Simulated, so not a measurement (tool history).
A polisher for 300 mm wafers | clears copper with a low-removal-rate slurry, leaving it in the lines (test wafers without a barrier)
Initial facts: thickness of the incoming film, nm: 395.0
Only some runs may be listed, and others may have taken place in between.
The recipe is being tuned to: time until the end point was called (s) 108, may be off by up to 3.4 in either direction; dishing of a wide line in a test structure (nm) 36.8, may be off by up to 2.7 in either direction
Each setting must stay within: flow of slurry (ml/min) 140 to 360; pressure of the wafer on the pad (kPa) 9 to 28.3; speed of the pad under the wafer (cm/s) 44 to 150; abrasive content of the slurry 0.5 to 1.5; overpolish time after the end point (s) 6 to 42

run,day,flow of slurry (ml/min),pressure of the wafer on the pad (kPa),speed of the pad under the wafer (cm/s),abrasive content of the slurry,overpolish time after the end point (s),time until the end point was called (s),dishing of a wide line in a test structure (nm)
1,0,230,18.6,96,1,21,178.68,31.53
2,0.346,230,18.6,96,1.2,21,172.66,32.421
3,0.696,230,18.6,96,1.1,21,178.69,30.814
4,0.904,230,18.6,96,1.1,28,177.91,39.68
5,1.146,235,20,96,1.1,25,163.53,39.338
6,1.367,240,21.4,96,1.1,22,156.84,37.484
7,1.392,240,26.2,108,1.1,12,113.99,30.042
8,1.688,240,26.2,108,1.1,13,111.42,31.905
9,2.012,240,26.2,108,1.1,13,112.53,32.052

Pick the move, out of 4, that brings all results within their allowed miss; only one does.
A,2.338,220,27.6,110,0.95,11,?,?
B,2.338,200,26.2,112,0.95,17,?,?
C,2.338,285,27.6,102,1,13,?,?
D,2.338,220,26.9,112,1.1,15,?,?

move,time until the end point was called (s),dishing of a wide line in a test structure (nm)
A,109.64,28.522
B,114.59,39.746
C,113.6,31.998
D,106.92,38.005
A: further off than the last run
B: takes the result that was furthest off past its target
C: roughly where the last run was
D: all results land within tolerance of their targets
Answer: D

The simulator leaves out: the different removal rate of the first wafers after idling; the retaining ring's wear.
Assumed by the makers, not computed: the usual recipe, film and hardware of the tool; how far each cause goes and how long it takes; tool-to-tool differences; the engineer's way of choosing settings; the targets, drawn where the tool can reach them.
